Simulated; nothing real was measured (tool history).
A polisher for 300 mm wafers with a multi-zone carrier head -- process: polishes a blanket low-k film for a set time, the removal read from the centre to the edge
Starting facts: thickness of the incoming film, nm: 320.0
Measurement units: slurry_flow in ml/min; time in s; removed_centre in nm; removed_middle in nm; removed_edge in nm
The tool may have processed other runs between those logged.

Run 1, day 0.000: slurry_flow 225 ml/min, centre_zone 1.00, middle_zone 1.00, edge_zone 1.00, slurry_solids 1.00, time 74 s. Result: removed_centre 31.965 nm, removed_middle 33.374 nm, removed_edge 32.328 nm.
Run 2, day 0.242: slurry_flow 255 ml/min, centre_zone 1.00, middle_zone 1.00, edge_zone 1.00, slurry_solids 1.00, time 74 s. Result: removed_centre 32.296 nm, removed_middle 33.689 nm, removed_edge 33.418 nm.
Run 3, day 0.612: slurry_flow 255 ml/min, centre_zone 1.00, middle_zone 0.93, edge_zone 1.00, slurry_solids 1.00, time 74 s. Result: removed_centre 32.397 nm, removed_middle 33.200 nm, removed_edge 33.012 nm.
Run 4, day 0.762: slurry_flow 255 ml/min, centre_zone 1.00, middle_zone 0.93, edge_zone 1.08, slurry_solids 1.00, time 74 s. Result: removed_centre 32.608 nm, removed_middle 33.258 nm, removed_edge 34.109 nm.
Run 5, day 1.133: slurry_flow 250 ml/min, centre_zone 0.99, middle_zone 0.92, edge_zone 1.08, slurry_solids 0.95, time 73 s. Result: removed_centre 31.375 nm, removed_middle 31.018 nm, removed_edge 32.093 nm.
Run 6, day 1.362: slurry_flow 250 ml/min, centre_zone 0.91, middle_zone 0.92, edge_zone 1.08, slurry_solids 0.95, time 73 s. Result: removed_centre 28.931 nm, removed_middle 30.397 nm, removed_edge 32.302 nm.
Run 7, day 1.579: slurry_flow 245 ml/min, centre_zone 0.90, middle_zone 0.91, edge_zone 1.06, slurry_solids 0.90, time 73 s. Result: removed_centre 28.293 nm, removed_middle 28.821 nm, removed_edge 31.149 nm.
Run 8, day 1.825: slurry_flow 240 ml/min, centre_zone 0.89, middle_zone 0.92, edge_zone 1.04, slurry_solids 0.85, time 73 s. Result: removed_centre 26.568 nm, removed_middle 28.813 nm, removed_edge 29.744 nm.

Run 9 has not been measured yet. What should we expect?
Run 9, day 2.058: slurry_flow 235 ml/min, centre_zone 0.89, middle_zone 0.91, edge_zone 1.04, slurry_solids 0.80, time 73 s. Result: removed_centre ?, removed_middle ?, removed_edge ?.

{"run 9": {"removed_centre": 25.122, "removed_middle": 27.102, "removed_edge": 28.146}}

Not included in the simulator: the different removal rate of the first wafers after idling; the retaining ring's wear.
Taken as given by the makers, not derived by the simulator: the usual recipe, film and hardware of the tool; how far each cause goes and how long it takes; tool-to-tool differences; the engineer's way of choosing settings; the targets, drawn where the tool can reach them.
